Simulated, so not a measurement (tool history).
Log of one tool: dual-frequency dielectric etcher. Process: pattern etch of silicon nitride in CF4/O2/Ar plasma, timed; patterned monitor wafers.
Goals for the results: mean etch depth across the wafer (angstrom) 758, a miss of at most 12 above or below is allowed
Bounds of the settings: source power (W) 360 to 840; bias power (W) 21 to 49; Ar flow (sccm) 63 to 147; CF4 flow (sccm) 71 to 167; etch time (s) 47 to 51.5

run	hour	source power (W)	bias power (W)	Ar flow (sccm)	CF4 flow (sccm)	etch time (s)	mean etch depth across the wafer (angstrom)
1	0	600	35	105	119	51.5	921.95
2	2.5	600	35	105	119	47	841.33
3	9.6	600	35	105	119	51.5	926.11
4	16.9	650	35	105	119	51.5	1003.6
5	21	630	35	105	119	51.5	971.48
6	24.7	610	35	105	119	51.5	936.25
7	32.5	590	35	105	119	51.5	910.77
8	35	570	35	105	119	51.5	874.53
9	40.1	560	35	105	119	51.5	864.97
10	42.9	550	35	105	119	51.5	850.95

Consider the 4 candidate settings below. Which is the only one whose results all fall within their allowed miss of target?
A	45.7	510	37	112	111	51.5	?
B	45.7	520	33	101	122	49.5	?
C	45.7	560	35	104	114	49	?
D	45.7	610	35	86	116	51	?

move	mean etch depth across the wafer (angstrom)
A	782.93
B	753.49
C	813.58
D	953.98
A: better than the last run, though not everything is in spec
B: each result inside its tolerance
C: better than the last run, though not everything is in spec
D: misses by more than the last run did
Answer: B
